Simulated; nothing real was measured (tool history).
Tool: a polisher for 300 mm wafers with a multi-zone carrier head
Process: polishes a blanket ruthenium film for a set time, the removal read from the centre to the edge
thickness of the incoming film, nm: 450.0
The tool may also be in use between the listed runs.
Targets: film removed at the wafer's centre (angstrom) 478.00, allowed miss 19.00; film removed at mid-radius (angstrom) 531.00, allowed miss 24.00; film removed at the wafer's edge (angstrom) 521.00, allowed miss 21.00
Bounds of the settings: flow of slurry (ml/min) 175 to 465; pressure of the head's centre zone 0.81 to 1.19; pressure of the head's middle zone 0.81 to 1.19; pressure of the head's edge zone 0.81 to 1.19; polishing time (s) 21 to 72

run,hour,flow of slurry (ml/min),pressure of the head's centre zone,pressure of the head's middle zone,pressure of the head's edge zone,polishing time (s),film removed at the wafer's centre (angstrom),film removed at mid-radius (angstrom),film removed at the wafer's edge (angstrom)
1,0.0,295,1.00,1.00,1.00,46,358.68,350.59,329.50
2,2.7,295,0.97,1.00,1.00,46,351.81,368.46,340.28
3,7.7,295,1.03,1.00,1.00,46,364.41,356.09,333.97
4,16.0,295,1.03,1.00,1.00,39,310.96,305.60,285.65
5,20.3,295,0.99,1.00,1.00,39,295.03,300.01,281.67
6,29.1,295,0.99,1.00,1.00,31,241.13,247.90,223.26
7,31.3,295,0.98,1.01,1.03,38,290.64,295.03,270.06
8,37.7,290,0.95,0.99,1.01,44,321.35,349.87,324.54
# hour 39.5: edge zone pressure recalibrated
9,39.5,290,0.94,0.98,1.01,48,352.16,371.33,368.09
10,46.8,290,0.93,0.99,1.01,51,368.76,395.38,391.18
11,49.2,290,0.93,1.00,1.01,54,386.39,422.30,415.28
12,53.1,300,0.93,1.01,1.00,56,400.98,441.42,423.22
13,57.2,295,0.93,1.01,1.01,58,417.25,450.87,452.93
14,59.2,320,0.99,1.11,1.10,62,472.55,521.70,492.79

Which of these 5 next moves meets every target?
A,61.2,275,0.97,1.19,1.00,58,?,?,?
B,61.2,270,0.98,1.14,1.14,63,?,?,?
C,61.2,335,1.03,1.13,1.09,59,?,?,?
D,61.2,340,1.00,1.19,0.98,59,?,?,?
E,61.2,315,0.99,1.16,1.11,59,?,?,?

move,film removed at the wafer's centre (angstrom),film removed at mid-radius (angstrom),film removed at the wafer's edge (angstrom)
A,439.17,493.49,438.53
B,481.28,520.69,508.31
C,480.58,490.99,469.85
D,467.06,508.20,445.98
E,460.03,497.62,472.77
A: further off than the last run
B: meets every target
C: further off than the last run
D: further off than the last run
E: further off than the last run
Move B is the one to make.
